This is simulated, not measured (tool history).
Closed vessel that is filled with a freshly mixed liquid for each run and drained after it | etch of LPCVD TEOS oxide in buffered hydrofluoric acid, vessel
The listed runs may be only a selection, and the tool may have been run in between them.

| run | day | temperature setpoint of the liquid (C) | parts of 40 % ammonium fluoride to one part of 49 % hydrofluoric acid (parts by volume) | time in the liquid (s) | thickness taken off the LPCVD TEOS oxide on a monitor wafer (nm) |
|---|---|---|---|---|---|
| 1 | 0.000 | 23 | 16.5 | 85 | 114.18 |
| 2 | 0.158 | 24 | 16.5 | 85 | 121.47 |
| 3 | 0.458 | 24 | 12.0 | 85 | 166.42 |
| 4 | 0.704 | 24 | 12.0 | 90 | 174.64 |
| 5 | 0.967 | 24 | 12.0 | 85 | 166.47 |
| 6 | 1.317 | 24 | 7.5 | 85 | 258.64 |

What does the tool deliver on the next run?
| 7 | 1.404 | 22 | 8.5 | 85 | ? |

{"run 7": {"thickness taken off the LPCVD TEOS oxide on a monitor wafer (nm)": 199.92}}

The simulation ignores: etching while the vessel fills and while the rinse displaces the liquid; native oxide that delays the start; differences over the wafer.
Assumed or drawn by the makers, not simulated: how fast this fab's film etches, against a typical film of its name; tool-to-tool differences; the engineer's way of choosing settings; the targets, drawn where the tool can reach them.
